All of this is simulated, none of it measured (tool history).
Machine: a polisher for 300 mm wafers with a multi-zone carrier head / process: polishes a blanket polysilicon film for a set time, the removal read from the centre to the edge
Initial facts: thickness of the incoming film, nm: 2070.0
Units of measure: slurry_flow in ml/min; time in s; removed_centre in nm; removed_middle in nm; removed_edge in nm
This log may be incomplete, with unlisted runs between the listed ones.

{"run": 1, "day": 0.0, "slurry_flow": 135, "centre_zone": 1.0, "middle_zone": 1.0, "edge_zone": 1.0, "time": 79, "removed_centre": 534.26, "removed_middle": 534.97, "removed_edge": 537.46}
{"run": 2, "day": 0.021, "slurry_flow": 135, "centre_zone": 1.0, "middle_zone": 1.0, "edge_zone": 1.0, "time": 66, "removed_centre": 446.1, "removed_middle": 437.49, "removed_edge": 444.28}
{"run": 3, "day": 0.296, "slurry_flow": 135, "centre_zone": 0.93, "middle_zone": 1.0, "edge_zone": 1.0, "time": 66, "removed_centre": 417.89, "removed_middle": 446.25, "removed_edge": 441.03}
{"run": 4, "day": 0.604, "slurry_flow": 155, "centre_zone": 0.93, "middle_zone": 1.0, "edge_zone": 1.0, "time": 66, "removed_centre": 426.6, "removed_middle": 461.37, "removed_edge": 448.54}
{"run": 5, "day": 0.683, "slurry_flow": 155, "centre_zone": 0.99, "middle_zone": 1.0, "edge_zone": 1.0, "time": 66, "removed_centre": 458.05, "removed_middle": 447.76, "removed_edge": 448.87}
{"run": 6, "day": 0.754, "slurry_flow": 150, "centre_zone": 0.99, "middle_zone": 0.97, "edge_zone": 0.96, "time": 61, "removed_centre": 423.42, "removed_middle": 406.12, "removed_edge": 406.53}

What will run 7 give?
{"run": 7, "day": 0.875, "slurry_flow": 115, "centre_zone": 0.98, "middle_zone": 0.87, "edge_zone": 0.86, "time": 55, "removed_centre": "?", "removed_middle": "?", "removed_edge": "?"}

{"run 7": {"removed_centre": 356.57, "removed_middle": 334.81, "removed_edge": 337.27}}
